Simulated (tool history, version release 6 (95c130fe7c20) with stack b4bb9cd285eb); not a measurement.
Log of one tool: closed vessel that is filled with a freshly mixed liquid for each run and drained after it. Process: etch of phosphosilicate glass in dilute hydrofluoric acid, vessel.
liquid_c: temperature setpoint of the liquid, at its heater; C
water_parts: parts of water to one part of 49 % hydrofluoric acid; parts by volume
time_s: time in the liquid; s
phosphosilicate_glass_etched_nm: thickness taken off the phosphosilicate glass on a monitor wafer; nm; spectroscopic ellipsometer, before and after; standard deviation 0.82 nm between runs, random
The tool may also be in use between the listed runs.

run	hour	liquid_c	water_parts	time_s	phosphosilicate_glass_etched_nm
1	0.0	24.0	120	30	29.951
2	7.7	26.0	95	30	42.564
3	12.7	26.0	115	30	34.259
4	18.3	27.5	95	30	45.478
5	22.5	29.0	80	30	58.358
6	24.6	30.0	70	30	69.906
7	26.0	30.0	70	30	70.947
8	27.5	32.0	45	30	124.370
9	29.5	28.0	45	30	105.570

For run 10, what comes out?
10	35.8	27.0	45	30	?

Run 10 produced phosphosilicate_glass_etched_nm 99.449 nm.
